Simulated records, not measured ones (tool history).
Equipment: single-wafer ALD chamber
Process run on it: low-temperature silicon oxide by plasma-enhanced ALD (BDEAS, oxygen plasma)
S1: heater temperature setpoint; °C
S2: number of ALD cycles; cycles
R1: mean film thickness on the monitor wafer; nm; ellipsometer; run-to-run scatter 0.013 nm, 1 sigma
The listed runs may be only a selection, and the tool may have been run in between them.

run	day	S1	S2	R1
1	0	110	61	7.8513
2	0.358	112	55	7.0931
3	0.408	120	55	6.9671
4	0.583	122	52	6.5635
5	0.683	124	50	6.3119
6	0.804	125	49	6.1398

Expected results for the next run?
7	1.133	126	48	?

Run 7 yielded R1 6.0272 nm.

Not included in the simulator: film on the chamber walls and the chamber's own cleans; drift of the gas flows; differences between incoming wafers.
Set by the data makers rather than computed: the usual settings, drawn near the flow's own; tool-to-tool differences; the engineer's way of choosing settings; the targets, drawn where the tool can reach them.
